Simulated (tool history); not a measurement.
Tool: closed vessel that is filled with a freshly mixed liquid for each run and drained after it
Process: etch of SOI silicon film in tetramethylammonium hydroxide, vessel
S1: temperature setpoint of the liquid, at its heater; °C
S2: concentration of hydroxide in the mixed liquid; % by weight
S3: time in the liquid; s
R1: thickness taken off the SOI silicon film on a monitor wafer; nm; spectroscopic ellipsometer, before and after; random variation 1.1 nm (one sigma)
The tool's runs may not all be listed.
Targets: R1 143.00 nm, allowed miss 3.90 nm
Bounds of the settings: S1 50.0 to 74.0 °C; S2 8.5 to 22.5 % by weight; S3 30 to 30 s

run  hour    S1    S2  S3      R1
  1   0.0  61.0  15.5  30  108.17
  2   5.5  61.5  15.5  30  112.49
  3   8.2  62.0  15.5  30  115.87
  4  15.6  62.0  17.0  30  112.52
  5  23.6  62.0  17.0  30  111.56
  6  29.0  62.0  19.5  30  104.54
  7  31.1  63.0  19.5  30  111.36
  8  33.1  63.5  19.5  30  115.12
  9  35.9  67.5  19.5  30  146.77

Which of these 5 next moves meets every target?
  A  38.7  66.0  16.5  30   ?
  B  38.7  68.0  19.5  30   ?
  C  38.7  68.0  18.5  30   ?
  D  38.7  67.5  19.0  30   ?
  E  38.7  69.5  22.5  30   ?

move      R1
   A  144.26
   B  151.96
   C  155.50
   D  149.23
   E  152.65
A: meets every target
B: further off than the last run
C: further off than the last run
D: further off than the last run
E: further off than the last run
The right move is A.

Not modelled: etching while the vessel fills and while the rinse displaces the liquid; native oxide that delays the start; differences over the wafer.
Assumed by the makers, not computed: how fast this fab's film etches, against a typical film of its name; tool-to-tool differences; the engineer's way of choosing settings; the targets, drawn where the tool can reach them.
